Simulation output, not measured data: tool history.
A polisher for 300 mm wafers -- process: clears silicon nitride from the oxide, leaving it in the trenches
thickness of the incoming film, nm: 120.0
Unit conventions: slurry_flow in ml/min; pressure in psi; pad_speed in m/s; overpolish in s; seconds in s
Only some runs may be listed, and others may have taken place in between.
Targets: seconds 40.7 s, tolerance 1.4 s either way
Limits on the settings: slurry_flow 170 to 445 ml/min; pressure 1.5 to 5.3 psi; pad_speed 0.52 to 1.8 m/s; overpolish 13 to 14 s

run	hour	slurry_flow	pressure	pad_speed	overpolish	seconds
1	0	285	3.4	1.16	13	86.711
2	7.1	285	3.7	1.2	13	77.26
3	13.9	340	3.7	1.2	13	76.676
4	22	340	3.7	1.44	13	64.227
5	29.4	340	4.2	1.44	13	56.838
6	35.1	285	4.2	1.44	13	58.341
7	38.9	290	4.4	1.46	13	54.516
8	44.2	290	5.3	1.52	13	43.508
9	51.9	290	5.3	1.54	13	43.192
10	58.1	290	5.3	1.56	13	42.806
11	62.2	290	5.3	1.56	13	42.366

Which single option among these 5 for the next run brings every result within its allowed miss of target? Just one does.
A	66.3	265	4.8	1.62	13	?
B	66.3	250	5.3	1.8	13	?
C	66.3	285	5.3	1.62	13	?
D	66.3	270	5.3	1.52	13	?
E	66.3	345	5.3	1.76	14	?

move	seconds
A	45.58
B	37.562
C	41.04
D	43.93
E	37.175
A: lands further from the targets than the last run did
B: pushes the last run's worst result past its target
C: hits every target within its allowed miss
D: lands further from the targets than the last run did
E: pushes the last run's worst result past its target
Answer: C
